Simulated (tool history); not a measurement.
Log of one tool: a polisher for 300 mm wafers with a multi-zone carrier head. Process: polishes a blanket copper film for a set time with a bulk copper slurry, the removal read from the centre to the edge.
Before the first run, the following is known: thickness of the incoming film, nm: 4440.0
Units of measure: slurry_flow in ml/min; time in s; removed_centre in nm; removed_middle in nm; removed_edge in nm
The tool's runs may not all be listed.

run    day  slurry_flow  centre_zone  middle_zone  edge_zone  slurry_solids  time  removed_centre  removed_middle  removed_edge
  1  0.000          230         1.00         1.00       1.00           1.00    77          723.09          715.88        707.89
  2  0.267          240         1.02         1.02       1.01           1.05    79          767.58          773.32        747.58
  3  0.546          250         1.04         1.03       1.01           1.10    80          807.22          807.86        756.55
  4  0.829          250         1.04         1.03       1.01           1.10    89          890.03          904.75        838.64
  5  1.050          250         1.04         1.03       1.01           0.95    89          854.82          872.93        816.38
  6  1.421          275         1.04         1.03       1.01           0.95    89          872.71          878.77        826.30
  7  1.617          280         1.06         1.04       1.02           1.00    89          906.71          902.96        835.56
  8  1.971          280         1.07         1.05       1.03           1.05    89          900.02          915.71        841.26
  9  2.121          280         1.07         1.05       1.03           1.05    89          914.92          911.27        859.10

Run 10 is up next; what results do you expect?
 10  2.188          285         1.08         1.06       1.03           1.10    89               ?               ?             ?

removed_centre: 926.13 nm
removed_middle: 918.38 nm
removed_edge: 869.95 nm
